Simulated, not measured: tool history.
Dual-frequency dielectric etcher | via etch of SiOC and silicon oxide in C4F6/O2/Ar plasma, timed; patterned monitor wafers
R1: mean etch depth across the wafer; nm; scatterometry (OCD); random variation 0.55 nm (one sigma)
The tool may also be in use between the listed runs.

{"run": 1, "day": 0.0, "source power (kW)": 0.29, "bias power (kW)": 0.174, "etch time (s)": 73.0, "R1": 71.701}
{"run": 2, "day": 0.329, "source power (kW)": 0.31, "bias power (kW)": 0.179, "etch time (s)": 73.0, "R1": 74.115}
{"run": 3, "day": 0.358, "source power (kW)": 0.29, "bias power (kW)": 0.179, "etch time (s)": 73.0, "R1": 73.004}
{"run": 4, "day": 0.625, "source power (kW)": 0.3, "bias power (kW)": 0.185, "etch time (s)": 73.0, "R1": 74.354}
{"run": 5, "day": 0.804, "source power (kW)": 0.3, "bias power (kW)": 0.185, "etch time (s)": 76.5, "R1": 78.89}
{"run": 6, "day": 0.867, "source power (kW)": 0.3, "bias power (kW)": 0.2, "etch time (s)": 76.5, "R1": 81.082}

The next listed run, before its measurement:
{"run": 7, "day": 0.938, "source power (kW)": 0.3, "bias power (kW)": 0.2, "etch time (s)": 76.5, "R1": "?"}

{"run 7": {"R1": 81.046}}

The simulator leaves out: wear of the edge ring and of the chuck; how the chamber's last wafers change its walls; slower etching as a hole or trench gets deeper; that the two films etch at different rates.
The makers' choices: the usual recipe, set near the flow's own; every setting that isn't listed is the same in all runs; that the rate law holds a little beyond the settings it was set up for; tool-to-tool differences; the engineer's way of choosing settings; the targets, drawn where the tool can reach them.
